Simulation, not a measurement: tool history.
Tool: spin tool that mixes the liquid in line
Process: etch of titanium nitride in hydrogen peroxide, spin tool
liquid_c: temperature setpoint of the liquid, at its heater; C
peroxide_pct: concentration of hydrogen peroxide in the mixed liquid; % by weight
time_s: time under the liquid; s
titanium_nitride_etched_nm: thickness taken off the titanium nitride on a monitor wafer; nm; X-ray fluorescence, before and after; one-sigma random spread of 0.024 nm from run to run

run	hour	liquid_c	peroxide_pct	time_s	titanium_nitride_etched_nm
1	0.0	48.0	15.5	325	5.7544
2	4.0	45.5	15.5	325	4.7338
3	11.2	45.5	15.5	325	4.7789
4	13.6	45.5	14.5	325	4.7370
5	21.9	45.5	16.5	325	4.8297
6	30.0	41.0	16.5	325	3.4086
7	39.0	40.5	16.5	325	3.3053
8	47.6	40.0	16.5	325	3.1352
# hour 49.2: thermometer replaced
9	49.2	39.5	16.5	325	3.4963

Run 10, settings as shown, results not yet in. Your forecast:
10	52.0	38.5	16.5	325	?

{"run 10": {"titanium_nitride_etched_nm": 3.2129}}
